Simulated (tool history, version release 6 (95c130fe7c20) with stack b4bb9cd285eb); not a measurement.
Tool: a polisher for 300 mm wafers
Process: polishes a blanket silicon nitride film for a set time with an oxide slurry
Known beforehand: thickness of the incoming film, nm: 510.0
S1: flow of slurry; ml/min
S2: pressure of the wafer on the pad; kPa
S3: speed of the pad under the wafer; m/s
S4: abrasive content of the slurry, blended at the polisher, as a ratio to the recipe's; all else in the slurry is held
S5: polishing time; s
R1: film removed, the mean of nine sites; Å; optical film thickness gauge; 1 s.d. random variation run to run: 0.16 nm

| run | hour | S1 | S2 | S3 | S4 | S5 | R1 |
|---|---|---|---|---|---|---|---|
| 1 | 0.0 | 255 | 33.8 | 0.94 | 1.0 | 25 | 179.14 |
| 2 | 8.9 | 255 | 31.7 | 0.94 | 1.0 | 25 | 166.53 |
| 3 | 12.8 | 255 | 30.3 | 0.94 | 1.0 | 25 | 163.64 |
| 4 | 18.3 | 255 | 30.3 | 1.16 | 1.0 | 25 | 192.65 |
| 5 | 23.4 | 255 | 28.3 | 1.14 | 1.0 | 25 | 177.15 |
| 6 | 24.5 | 255 | 26.2 | 1.14 | 1.0 | 25 | 171.58 |
| 7 | 28.5 | 255 | 24.8 | 1.12 | 1.0 | 25 | 161.93 |
| 8 | 31.2 | 255 | 23.4 | 1.10 | 1.0 | 25 | 150.37 |
| 9 | 32.3 | 255 | 22.1 | 1.10 | 1.0 | 25 | 144.47 |

Run 10 comes next. What will it give?
| 10 | 35.9 | 255 | 15.2 | 1.08 | 1.0 | 25 | ? |

R1: 109.39 Å

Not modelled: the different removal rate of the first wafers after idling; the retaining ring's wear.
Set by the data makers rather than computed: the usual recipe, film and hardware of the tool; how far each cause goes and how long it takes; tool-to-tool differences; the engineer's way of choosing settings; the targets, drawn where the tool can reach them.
